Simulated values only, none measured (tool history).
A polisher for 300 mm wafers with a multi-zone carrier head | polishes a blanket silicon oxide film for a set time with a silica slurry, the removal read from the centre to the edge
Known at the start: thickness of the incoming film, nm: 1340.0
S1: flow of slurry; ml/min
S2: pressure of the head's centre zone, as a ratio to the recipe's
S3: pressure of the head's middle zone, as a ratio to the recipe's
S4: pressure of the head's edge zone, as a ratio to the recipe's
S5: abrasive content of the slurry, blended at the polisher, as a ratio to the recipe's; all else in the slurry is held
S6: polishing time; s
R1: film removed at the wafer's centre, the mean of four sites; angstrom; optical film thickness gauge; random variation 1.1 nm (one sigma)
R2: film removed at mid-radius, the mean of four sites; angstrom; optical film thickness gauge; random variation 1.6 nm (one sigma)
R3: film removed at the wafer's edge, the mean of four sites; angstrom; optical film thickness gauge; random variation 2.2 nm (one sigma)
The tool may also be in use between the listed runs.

Run 1, hour 0: S1 225 ml/min, S2 1, S3 1, S4 1, S5 1, S6 41 s. Result: R1 1185.1 angstrom, R2 1013 angstrom, R3 1044 angstrom.
Run 2, hour 2.4: S1 225 ml/min, S2 1, S3 1, S4 1, S5 0.85, S6 41 s. Result: R1 1072.2 angstrom, R2 970.93 angstrom, R3 996.31 angstrom.
Run 3, hour 8: S1 225 ml/min, S2 1, S3 1.04, S4 1, S5 0.85, S6 41 s. Result: R1 1080.3 angstrom, R2 977.98 angstrom, R3 1002.4 angstrom.
Run 4, hour 9.9: S1 205 ml/min, S2 0.96, S3 1.01, S4 1.04, S5 0.9, S6 43 s. Result: R1 1103.4 angstrom, R2 1041.5 angstrom, R3 1056.4 angstrom.
Run 5, hour 15.7: S1 205 ml/min, S2 0.96, S3 1.01, S4 1.04, S5 0.9, S6 38 s. Result: R1 981.98 angstrom, R2 895.13 angstrom, R3 940.17 angstrom.
Run 6, hour 22.6: S1 205 ml/min, S2 0.96, S3 0.97, S4 1.04, S5 0.9, S6 38 s. Result: R1 962.53 angstrom, R2 870.73 angstrom, R3 958.88 angstrom.
Run 7, hour 25.9: S1 205 ml/min, S2 0.93, S3 0.94, S4 1.07, S5 0.95, S6 40 s. Result: R1 1022.2 angstrom, R2 947.7 angstrom, R3 1025.8 angstrom.
At hour 29.3: centre zone pressure recalibrated.
Run 8, hour 29.3: S1 140 ml/min, S2 0.83, S3 0.84, S4 1.17, S5 1.2, S6 48 s. Result: R1 991.76 angstrom, R2 1009 angstrom, R3 1323.7 angstrom.
Run 9, hour 36.4: S1 140 ml/min, S2 0.83, S3 0.84, S4 1.17, S5 1.2, S6 48 s. Result: R1 995.6 angstrom, R2 1025.9 angstrom, R3 1359.1 angstrom.
Run 10, hour 43.3: S1 205 ml/min, S2 0.91, S3 0.89, S4 1.19, S5 1.35, S6 48 s. Result: R1 1240.3 angstrom, R2 1196.5 angstrom, R3 1515.7 angstrom.

Forecast run 11:
Run 11, hour 44.7: S1 200 ml/min, S2 0.91, S3 0.89, S4 1.19, S5 1.35, S6 48 s. Result: R1 ?, R2 ?, R3 ?.

R1: 1249.5 angstrom
R2: 1234.6 angstrom
R3: 1476.4 angstrom

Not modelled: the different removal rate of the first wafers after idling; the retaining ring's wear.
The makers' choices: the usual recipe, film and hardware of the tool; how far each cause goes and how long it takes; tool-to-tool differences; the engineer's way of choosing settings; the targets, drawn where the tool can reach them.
